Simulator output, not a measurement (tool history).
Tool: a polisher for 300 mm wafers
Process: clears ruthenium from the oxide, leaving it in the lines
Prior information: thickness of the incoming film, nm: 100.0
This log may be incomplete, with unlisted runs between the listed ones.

run  hour  flow of slurry (ml/min)  pressure of the wafer on the pad (psi)  speed of the pad under the wafer (m/s)  overpolish time after the end point (s)  time until the end point was called (s)
  1   0.0                      210                                     1.7                                    0.98                                       13                                   90.674
  2   8.3                      210                                     1.9                                    0.98                                       13                                   81.973
  3  14.0                      210                                     2.1                                    0.98                                       13                                   74.803
  4  18.4                      210                                     2.1                                    0.76                                       13                                   94.473
  5  22.8                      210                                     2.1                                    0.76                                       13                                   94.615
  6  24.4                      215                                     2.3                                    0.82                                       13                                   80.557
  7  33.3                      215                                     2.4                                    0.88                                       13                                   72.598

What does the tool deliver on the next run?
  8  35.5                      215                                     2.5                                    0.92                                       13                                        ?

time until the end point was called (s): 67.349
